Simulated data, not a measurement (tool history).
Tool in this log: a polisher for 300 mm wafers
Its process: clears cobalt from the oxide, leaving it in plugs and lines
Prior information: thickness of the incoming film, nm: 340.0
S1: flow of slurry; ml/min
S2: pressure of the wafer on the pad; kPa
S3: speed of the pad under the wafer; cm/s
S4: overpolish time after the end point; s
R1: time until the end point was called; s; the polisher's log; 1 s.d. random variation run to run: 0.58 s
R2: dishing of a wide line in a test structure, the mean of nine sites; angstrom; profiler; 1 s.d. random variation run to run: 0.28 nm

run 1 day=0 | S1=270 S2=13.1 S3=108 S4=17 | R1=61.88 R2=304.57
run 2 day=0.104 | S1=265 S2=14.5 S3=110 S4=14 | R1=55.849 R2=301.32
run 3 day=0.304 | S1=305 S2=14.5 S3=122 S4=12 | R1=51.511 R2=291.8
run 4 day=0.388 | S1=335 S2=14.5 S3=134 S4=10 | R1=44.679 R2=287.82
run 5 day=0.6 | S1=335 S2=14.5 S3=110 S4=10 | R1=54.551 R2=268.82
run 6 day=0.633 | S1=335 S2=14.5 S3=82 S4=10 | R1=74.089 R2=235.11

Run 7 comes next. What will it give?
run 7 day=0.958 | S1=410 S2=18.6 S3=98 S4=5 | R1=? R2=?

R1: 48.356 s
R2: 201.93 angstrom
